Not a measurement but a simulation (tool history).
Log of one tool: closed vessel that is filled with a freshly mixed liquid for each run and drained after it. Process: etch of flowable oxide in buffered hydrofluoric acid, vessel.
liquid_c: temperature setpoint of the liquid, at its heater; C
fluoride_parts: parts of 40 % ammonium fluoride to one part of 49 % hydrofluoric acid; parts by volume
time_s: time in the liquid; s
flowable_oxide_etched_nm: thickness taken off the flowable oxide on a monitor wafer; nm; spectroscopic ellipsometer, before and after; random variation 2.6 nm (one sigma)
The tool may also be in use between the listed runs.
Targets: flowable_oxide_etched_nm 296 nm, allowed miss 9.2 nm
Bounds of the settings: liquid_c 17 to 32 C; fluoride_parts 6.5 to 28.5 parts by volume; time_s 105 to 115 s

run,hour,liquid_c,fluoride_parts,time_s,flowable_oxide_etched_nm
1,0,24,17.5,105,163.99
2,3.4,24,14.5,105,192.73
3,12.4,24,14.5,115,210.21
4,15.9,27.5,14.5,115,255.79
5,20,28,14.5,115,262.74
6,25.5,25.5,14.5,115,230.57
7,32.8,26.5,14.5,115,245.98
8,39.6,27,14.5,115,252.81
9,43.5,27.5,14.5,115,257.66
10,44.3,28,14.5,115,262.22

Which of these 5 next moves meets every target?
A,45.1,29.5,14.5,110,?
B,45.1,28,13,105,?
C,45.1,30.5,13.5,115,?
D,45.1,30,15,110,?
E,45.1,30,13,105,?

move,flowable_oxide_etched_nm
A,271.94
B,266.81
C,321.36
D,270.07
E,296.56
A: nearer than the last run, and not there yet
B: nearer than the last run, and not there yet
C: takes the result that was furthest off past its target
D: nearer than the last run, and not there yet
E: meets every target
Answer: E
